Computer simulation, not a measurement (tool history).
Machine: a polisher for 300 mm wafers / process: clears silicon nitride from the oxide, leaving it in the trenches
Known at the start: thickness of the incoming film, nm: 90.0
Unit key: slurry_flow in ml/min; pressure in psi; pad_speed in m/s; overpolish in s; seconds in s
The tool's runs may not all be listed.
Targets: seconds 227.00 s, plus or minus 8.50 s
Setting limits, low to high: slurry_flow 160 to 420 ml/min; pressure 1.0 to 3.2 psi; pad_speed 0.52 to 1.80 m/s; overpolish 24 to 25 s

Run 1, day 0.000: slurry_flow 270 ml/min, pressure 2.1 psi, pad_speed 1.16 m/s, overpolish 24 s. Result: seconds 132.63 s.
Run 2, day 0.125: slurry_flow 270 ml/min, pressure 1.9 psi, pad_speed 1.16 m/s, overpolish 24 s. Result: seconds 146.51 s.
Run 3, day 0.304: slurry_flow 270 ml/min, pressure 1.9 psi, pad_speed 1.16 m/s, overpolish 25 s. Result: seconds 146.34 s.
Run 4, day 0.496: slurry_flow 270 ml/min, pressure 1.7 psi, pad_speed 1.16 m/s, overpolish 25 s. Result: seconds 163.01 s.
Run 5, day 0.638: slurry_flow 270 ml/min, pressure 1.7 psi, pad_speed 1.26 m/s, overpolish 25 s. Result: seconds 153.47 s.
Run 6, day 0.717: slurry_flow 270 ml/min, pressure 1.7 psi, pad_speed 1.26 m/s, overpolish 24 s. Result: seconds 151.56 s.
Run 7, day 0.871: slurry_flow 270 ml/min, pressure 1.6 psi, pad_speed 1.24 m/s, overpolish 24 s. Result: seconds 162.20 s.
Run 8, day 1.033: slurry_flow 270 ml/min, pressure 1.5 psi, pad_speed 1.24 m/s, overpolish 24 s. Result: seconds 175.92 s.
Run 9, day 1.100: slurry_flow 270 ml/min, pressure 1.0 psi, pad_speed 1.22 m/s, overpolish 24 s. Result: seconds 257.46 s.
Run 10, day 1.271: slurry_flow 270 ml/min, pressure 1.1 psi, pad_speed 1.22 m/s, overpolish 24 s. Result: seconds 237.36 s.
Run 11, day 1.475: slurry_flow 270 ml/min, pressure 1.2 psi, pad_speed 1.22 m/s, overpolish 24 s. Result: seconds 212.61 s.

Of the 4 settings listed for the next run, only one would bring every result within its allowed miss of target. Which one?
Run A, day 1.679: slurry_flow 270 ml/min, pressure 1.4 psi, pad_speed 1.14 m/s, overpolish 25 s. Result: seconds ?.
Run B, day 1.679: slurry_flow 370 ml/min, pressure 1.8 psi, pad_speed 0.88 m/s, overpolish 25 s. Result: seconds ?.
Run C, day 1.679: slurry_flow 265 ml/min, pressure 1.3 psi, pad_speed 1.22 m/s, overpolish 24 s. Result: seconds ?.
Run D, day 1.679: slurry_flow 295 ml/min, pressure 1.2 psi, pad_speed 1.14 m/s, overpolish 24 s. Result: seconds ?.

move  seconds
   A   201.10
   B   193.15
   C   203.43
   D   230.78
A: further off than the last run
B: further off than the last run
C: further off than the last run
D: in spec on every target
Go with D: it meets all targets.

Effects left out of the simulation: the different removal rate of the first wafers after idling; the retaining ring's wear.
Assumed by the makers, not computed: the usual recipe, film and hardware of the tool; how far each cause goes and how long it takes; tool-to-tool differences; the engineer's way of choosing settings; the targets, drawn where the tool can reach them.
